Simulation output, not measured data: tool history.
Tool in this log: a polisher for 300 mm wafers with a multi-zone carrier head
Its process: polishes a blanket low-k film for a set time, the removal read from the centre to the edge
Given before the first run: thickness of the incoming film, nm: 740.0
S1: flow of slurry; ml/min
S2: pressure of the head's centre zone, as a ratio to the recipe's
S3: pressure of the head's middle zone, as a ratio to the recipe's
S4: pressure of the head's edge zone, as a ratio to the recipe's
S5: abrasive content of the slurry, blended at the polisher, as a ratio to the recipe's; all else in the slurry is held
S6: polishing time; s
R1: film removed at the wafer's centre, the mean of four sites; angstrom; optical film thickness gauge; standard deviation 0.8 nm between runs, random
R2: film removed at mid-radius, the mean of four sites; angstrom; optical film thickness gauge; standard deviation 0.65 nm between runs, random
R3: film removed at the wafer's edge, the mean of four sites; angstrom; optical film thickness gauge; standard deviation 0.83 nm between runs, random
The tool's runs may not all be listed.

| run | hour | S1 | S2 | S3 | S4 | S5 | S6 | R1 | R2 | R3 |
|---|---|---|---|---|---|---|---|---|---|---|
| 1 | 0 | 190 | 1 | 1 | 1 | 1 | 88 | 514.01 | 502.56 | 511.09 |
| 2 | 5.1 | 195 | 1.02 | 1 | 1.02 | 1.05 | 89 | 547.75 | 526.78 | 540.53 |
| 3 | 6.6 | 195 | 1.02 | 1 | 1.02 | 1.05 | 77 | 473.98 | 452.92 | 466.99 |
| 4 | 12.7 | 195 | 1.02 | 1 | 1.02 | 1.05 | 64 | 406.34 | 381.72 | 382.33 |
| 5 | 20.5 | 170 | 1.02 | 1 | 1.02 | 1.05 | 64 | 391.04 | 371.71 | 382.36 |
| 6 | 24.6 | 175 | 1.04 | 1 | 1.04 | 1.1 | 68 | 434.31 | 412.24 | 426.12 |
| 7 | 28.5 | 185 | 1.06 | 0.99 | 1.06 | 1.15 | 71 | 480.39 | 432.57 | 452.79 |

Run 8 has not been measured yet. What should we expect?
| 8 | 31.4 | 180 | 1.07 | 0.99 | 1.07 | 1.2 | 75 | ? | ? | ? |

R1: 519.37 angstrom
R2: 472.52 angstrom
R3: 486.17 angstrom
